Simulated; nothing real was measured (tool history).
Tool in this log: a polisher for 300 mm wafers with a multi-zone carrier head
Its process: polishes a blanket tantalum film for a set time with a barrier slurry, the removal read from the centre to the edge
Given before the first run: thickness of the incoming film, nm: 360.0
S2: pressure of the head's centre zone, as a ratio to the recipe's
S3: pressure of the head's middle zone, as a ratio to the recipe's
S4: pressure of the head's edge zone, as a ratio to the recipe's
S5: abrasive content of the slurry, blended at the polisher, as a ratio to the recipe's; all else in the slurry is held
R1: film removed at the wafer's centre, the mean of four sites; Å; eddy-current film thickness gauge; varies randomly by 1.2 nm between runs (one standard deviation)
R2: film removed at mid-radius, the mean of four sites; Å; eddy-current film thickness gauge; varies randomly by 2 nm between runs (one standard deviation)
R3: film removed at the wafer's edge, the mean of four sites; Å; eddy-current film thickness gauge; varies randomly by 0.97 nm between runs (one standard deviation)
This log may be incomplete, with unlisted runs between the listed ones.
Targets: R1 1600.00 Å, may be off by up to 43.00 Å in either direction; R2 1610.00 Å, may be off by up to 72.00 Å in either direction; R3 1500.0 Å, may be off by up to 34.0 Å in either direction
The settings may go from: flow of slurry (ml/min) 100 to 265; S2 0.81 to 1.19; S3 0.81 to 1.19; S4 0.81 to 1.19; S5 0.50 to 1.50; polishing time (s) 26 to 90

Run 1, hour 0.0: flow of slurry (ml/min) 170, S2 1.00, S3 1.00, S4 1.00, S5 1.00, polishing time (s) 58. Result: R1 1252.80 Å, R2 1288.00 Å, R3 1295.2 Å.
Run 2, hour 6.4: flow of slurry (ml/min) 170, S2 1.00, S3 1.00, S4 1.00, S5 1.00, polishing time (s) 45. Result: R1 960.79 Å, R2 975.69 Å, R3 1001.0 Å.
Run 3, hour 7.5: flow of slurry (ml/min) 170, S2 1.00, S3 1.05, S4 1.00, S5 1.00, polishing time (s) 45. Result: R1 966.95 Å, R2 1037.20 Å, R3 1001.6 Å.
Run 4, hour 13.7: flow of slurry (ml/min) 185, S2 1.04, S3 1.08, S4 1.05, S5 1.15, polishing time (s) 47. Result: R1 1124.10 Å, R2 1182.30 Å, R3 1129.2 Å.
Run 5, hour 19.8: flow of slurry (ml/min) 185, S2 1.04, S3 1.08, S4 1.05, S5 1.15, polishing time (s) 61. Result: R1 1465.20 Å, R2 1518.10 Å, R3 1455.2 Å.
Run 6, hour 21.6: flow of slurry (ml/min) 200, S2 1.05, S3 1.08, S4 1.05, S5 1.15, polishing time (s) 61. Result: R1 1472.20 Å, R2 1554.70 Å, R3 1474.5 Å.
Run 7, hour 27.3: flow of slurry (ml/min) 205, S2 1.07, S3 1.08, S4 1.05, S5 1.15, polishing time (s) 61. Result: R1 1522.70 Å, R2 1546.90 Å, R3 1475.5 Å.
Run 8, hour 33.8: flow of slurry (ml/min) 210, S2 1.08, S3 1.09, S4 1.05, S5 1.15, polishing time (s) 61. Result: R1 1548.30 Å, R2 1590.40 Å, R3 1498.5 Å.

Which one of the following 5 next-run settings gets every result inside its allowed miss? There is exactly one.
Run A, hour 40.3: flow of slurry (ml/min) 230, S2 1.06, S3 1.09, S4 1.04, S5 1.10, polishing time (s) 61. Result: R1 ?, R2 ?, R3 ?.
Run B, hour 40.3: flow of slurry (ml/min) 225, S2 1.00, S3 1.14, S4 0.93, S5 1.20, polishing time (s) 67. Result: R1 ?, R2 ?, R3 ?.
Run C, hour 40.3: flow of slurry (ml/min) 220, S2 1.11, S3 1.19, S4 0.93, S5 1.25, polishing time (s) 60. Result: R1 ?, R2 ?, R3 ?.
Run D, hour 40.3: flow of slurry (ml/min) 235, S2 1.12, S3 1.05, S4 0.95, S5 1.05, polishing time (s) 66. Result: R1 ?, R2 ?, R3 ?.
Run E, hour 40.3: flow of slurry (ml/min) 245, S2 1.09, S3 1.10, S4 1.04, S5 1.50, polishing time (s) 57. Result: R1 ?, R2 ?, R3 ?.

move       R1       R2      R3
   A  1547.30  1550.70  1495.3
   B  1637.60  1809.50  1590.8
   C  1641.90  1693.90  1435.9
   D  1749.90  1606.80  1531.4
   E  1623.50  1592.60  1520.8
A: no better and no worse than the last run
B: brings the last run's worst result on target, with another outside its allowed miss
C: brings the last run's worst result on target, with another outside its allowed miss
D: takes the biggest miss from the last run beyond its target
E: all results in spec
The move that meets every target is E.
